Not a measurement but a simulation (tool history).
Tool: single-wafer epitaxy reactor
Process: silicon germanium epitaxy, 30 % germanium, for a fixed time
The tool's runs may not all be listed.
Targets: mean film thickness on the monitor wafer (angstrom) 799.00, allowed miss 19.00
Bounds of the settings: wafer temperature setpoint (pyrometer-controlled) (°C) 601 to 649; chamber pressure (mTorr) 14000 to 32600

run	hour	wafer temperature setpoint (pyrometer-controlled) (°C)	chamber pressure (mTorr)	mean film thickness on the monitor wafer (angstrom)
1	0.0	625	23300	914.45
2	4.3	635	23300	1067.60
3	5.8	630	23100	994.25
4	12.1	620	23100	837.83
5	12.7	620	25700	894.14
6	14.2	618	25600	866.54
7	21.7	616	25600	834.21
8	28.6	615	25600	826.21

5 next moves are on the table. One of them brings every result within its allowed miss. Which?
A	35.5	622	23900	?
B	35.5	617	25900	?
C	35.5	615	23700	?
D	35.5	618	25200	?
E	35.5	616	27400	?

move	mean film thickness on the monitor wafer (angstrom)
A	881.87
B	845.16
C	788.98
D	848.34
E	852.33
A: further off than the last run
B: further off than the last run
C: meets every target
D: further off than the last run
E: further off than the last run
Answer: C

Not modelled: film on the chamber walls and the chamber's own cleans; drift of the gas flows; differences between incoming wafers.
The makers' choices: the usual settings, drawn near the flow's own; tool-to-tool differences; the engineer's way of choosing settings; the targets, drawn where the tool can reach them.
